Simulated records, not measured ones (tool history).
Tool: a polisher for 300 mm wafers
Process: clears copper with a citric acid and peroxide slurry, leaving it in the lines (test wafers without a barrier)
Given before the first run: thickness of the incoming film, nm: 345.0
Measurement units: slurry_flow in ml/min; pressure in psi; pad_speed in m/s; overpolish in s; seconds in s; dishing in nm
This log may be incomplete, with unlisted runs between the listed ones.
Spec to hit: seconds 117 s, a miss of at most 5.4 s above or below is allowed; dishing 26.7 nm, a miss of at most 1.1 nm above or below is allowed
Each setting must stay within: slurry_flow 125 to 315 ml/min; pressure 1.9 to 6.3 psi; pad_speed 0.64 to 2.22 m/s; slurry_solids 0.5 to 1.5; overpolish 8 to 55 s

| run | hour | slurry_flow | pressure | pad_speed | slurry_solids | overpolish | seconds | dishing |
|---|---|---|---|---|---|---|---|---|
| 1 | 0 | 205 | 4.1 | 1.42 | 1 | 28 | 83.263 | 28.484 |
| 2 | 4.9 | 205 | 3.8 | 1.42 | 1 | 28 | 86.709 | 27.76 |
| 3 | 11.1 | 205 | 3.5 | 1.4 | 1 | 30 | 92.77 | 27.776 |
| 4 | 19.3 | 205 | 3.1 | 1.4 | 1 | 30 | 99.897 | 27.42 |
| 5 | 23.3 | 205 | 3.1 | 1.72 | 1 | 30 | 80.449 | 28.71 |
| 6 | 27.3 | 205 | 3.1 | 1.72 | 1.2 | 30 | 81.821 | 28.276 |
| 7 | 31.5 | 205 | 2.8 | 1.68 | 1.2 | 31 | 86.829 | 28.544 |
| 8 | 39.6 | 205 | 2.6 | 1.64 | 1.2 | 31 | 96.224 | 27.78 |
| 9 | 46.4 | 205 | 2.4 | 1.62 | 1.2 | 31 | 96.527 | 27.54 |
| 10 | 50.1 | 200 | 1.9 | 1.42 | 1.2 | 33 | 124.18 | 26.824 |
| 11 | 57.8 | 200 | 2 | 1.42 | 1.2 | 32 | 124.89 | 26.023 |

Exactly one of the 4 candidate moves below puts every result within its allowed miss. Which one?
| A | 65.5 | 170 | 2.8 | 1.26 | 1.2 | 31 | ? | ? |
| B | 65.5 | 220 | 2.2 | 1.56 | 1.15 | 44 | ? | ? |
| C | 65.5 | 185 | 2.4 | 1.2 | 1.05 | 28 | ? | ? |
| D | 65.5 | 240 | 1.9 | 1.38 | 1.15 | 27 | ? | ? |

| move | seconds | dishing |
|---|---|---|
| A | 118.72 | 26.614 |
| B | 108.47 | 28.321 |
| C | 137.14 | 24.724 |
| D | 130.58 | 24.683 |
A: meets every target
B: pushes the last run's worst result past its target
C: the biggest miss grows against the last run
D: the biggest miss grows against the last run
Move A is the one to make.
